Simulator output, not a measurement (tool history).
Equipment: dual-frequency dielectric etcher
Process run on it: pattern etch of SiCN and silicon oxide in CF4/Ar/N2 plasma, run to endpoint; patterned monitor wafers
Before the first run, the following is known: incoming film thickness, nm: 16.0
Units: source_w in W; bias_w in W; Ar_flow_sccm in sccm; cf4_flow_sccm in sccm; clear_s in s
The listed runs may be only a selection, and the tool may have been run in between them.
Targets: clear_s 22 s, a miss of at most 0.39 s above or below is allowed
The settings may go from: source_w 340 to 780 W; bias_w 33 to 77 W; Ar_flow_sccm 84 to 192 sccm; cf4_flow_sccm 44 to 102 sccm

run 1 hour=0 | source_w=560 bias_w=55 Ar_flow_sccm=138 cf4_flow_sccm=73 | clear_s=17.752
run 2 hour=8.5 | source_w=520 bias_w=55 Ar_flow_sccm=138 cf4_flow_sccm=73 | clear_s=18.974
run 3 hour=17 | source_w=490 bias_w=55 Ar_flow_sccm=138 cf4_flow_sccm=73 | clear_s=20.159
run 4 hour=20.2 | source_w=570 bias_w=55 Ar_flow_sccm=138 cf4_flow_sccm=73 | clear_s=17.192
run 5 hour=28.2 | source_w=570 bias_w=47 Ar_flow_sccm=138 cf4_flow_sccm=73 | clear_s=18.261
run 6 hour=32.4 | source_w=540 bias_w=47 Ar_flow_sccm=138 cf4_flow_sccm=73 | clear_s=19.174
run 7 hour=40.5 | source_w=510 bias_w=47 Ar_flow_sccm=138 cf4_flow_sccm=73 | clear_s=20.438
run 8 hour=48.6 | source_w=500 bias_w=47 Ar_flow_sccm=138 cf4_flow_sccm=73 | clear_s=20.877
run 9 hour=53.1 | source_w=490 bias_w=47 Ar_flow_sccm=138 cf4_flow_sccm=73 | clear_s=21.163

Next run, 5 choices. One meets every target within its allowed miss, the rest don't. Which?
run A hour=57.6 | source_w=480 bias_w=55 Ar_flow_sccm=140 cf4_flow_sccm=64 | clear_s=?
run B hour=57.6 | source_w=500 bias_w=46 Ar_flow_sccm=159 cf4_flow_sccm=67 | clear_s=?
run C hour=57.6 | source_w=500 bias_w=49 Ar_flow_sccm=125 cf4_flow_sccm=86 | clear_s=?
run D hour=57.6 | source_w=490 bias_w=49 Ar_flow_sccm=103 cf4_flow_sccm=60 | clear_s=?
run E hour=57.6 | source_w=510 bias_w=47 Ar_flow_sccm=124 cf4_flow_sccm=77 | clear_s=?

move=A clear_s=20.98
move=B clear_s=21.851
move=C clear_s=19.607
move=D clear_s=20.384
move=E clear_s=19.791
A: further off than the last run
B: hits every target within its allowed miss
C: further off than the last run
D: further off than the last run
E: further off than the last run
Answer: B
